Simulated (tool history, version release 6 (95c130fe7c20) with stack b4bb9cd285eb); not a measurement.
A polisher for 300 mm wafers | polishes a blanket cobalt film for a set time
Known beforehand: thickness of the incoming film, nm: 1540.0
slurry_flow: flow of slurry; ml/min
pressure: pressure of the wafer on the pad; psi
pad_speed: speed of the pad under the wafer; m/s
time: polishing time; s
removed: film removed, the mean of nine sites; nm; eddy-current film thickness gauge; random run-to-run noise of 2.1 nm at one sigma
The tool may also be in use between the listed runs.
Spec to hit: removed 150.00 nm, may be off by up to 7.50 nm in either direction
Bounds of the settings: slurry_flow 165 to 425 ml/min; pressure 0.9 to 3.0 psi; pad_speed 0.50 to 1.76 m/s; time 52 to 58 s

run  hour  slurry_flow  pressure  pad_speed  time  removed
  1   0.0          275       1.9       1.12    58   235.66
  2   8.4          275       1.6       1.12    58   210.27
  3  11.0          225       1.6       1.12    58   200.04
  4  13.8          225       1.5       1.12    58   189.86
  5  18.2          225       1.5       1.00    58   178.51
  6  20.2          260       1.5       1.00    58   177.68
  7  22.2          260       1.1       0.98    58   134.50
  8  25.6          260       1.1       0.98    58   138.97

Exactly one of the 4 candidate moves below puts every result within its allowed miss. Which one?
  A  29.0          285       1.5       0.74    52        ?
  B  29.0          225       1.3       0.98    58        ?
  C  29.0          250       1.1       0.80    58        ?
  D  29.0          200       1.2       0.96    57        ?

move  removed
   A   129.78
   B   152.88
   C   116.75
   D   137.03
A: the biggest miss grows against the last run
B: all results in spec
C: the biggest miss grows against the last run
D: the biggest miss grows against the last run
Answer: B
